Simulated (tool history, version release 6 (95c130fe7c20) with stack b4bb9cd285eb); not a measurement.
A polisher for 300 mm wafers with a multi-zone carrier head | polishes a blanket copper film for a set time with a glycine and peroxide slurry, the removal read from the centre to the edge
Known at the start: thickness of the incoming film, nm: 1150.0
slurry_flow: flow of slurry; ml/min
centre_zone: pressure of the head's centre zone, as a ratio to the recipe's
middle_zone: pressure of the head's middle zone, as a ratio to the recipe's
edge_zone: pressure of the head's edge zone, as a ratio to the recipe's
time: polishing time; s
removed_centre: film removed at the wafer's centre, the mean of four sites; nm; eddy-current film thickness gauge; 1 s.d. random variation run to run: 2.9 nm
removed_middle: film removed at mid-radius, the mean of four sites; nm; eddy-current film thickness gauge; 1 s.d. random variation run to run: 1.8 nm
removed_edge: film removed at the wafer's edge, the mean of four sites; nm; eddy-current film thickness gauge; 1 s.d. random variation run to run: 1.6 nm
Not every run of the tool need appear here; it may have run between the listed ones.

run	hour	slurry_flow	centre_zone	middle_zone	edge_zone	time	removed_centre	removed_middle	removed_edge
1	0.0	270	1.00	1.00	1.00	38	173.13	171.22	179.09
2	6.6	270	1.00	1.06	1.00	38	172.18	180.50	177.34
3	15.0	275	0.99	1.07	1.04	40	180.63	190.97	189.18
4	17.7	280	0.97	1.07	1.07	42	184.84	200.79	201.47
5	19.7	280	1.05	1.07	1.07	42	194.58	197.06	199.33
6	27.9	285	1.03	1.08	1.09	43	201.62	204.14	207.78

What will run 7 give?
7	35.4	290	1.01	1.09	1.11	44	?	?	?

{"run 7": {"removed_centre": 199.89, "removed_middle": 210.01, "removed_edge": 216.38}}
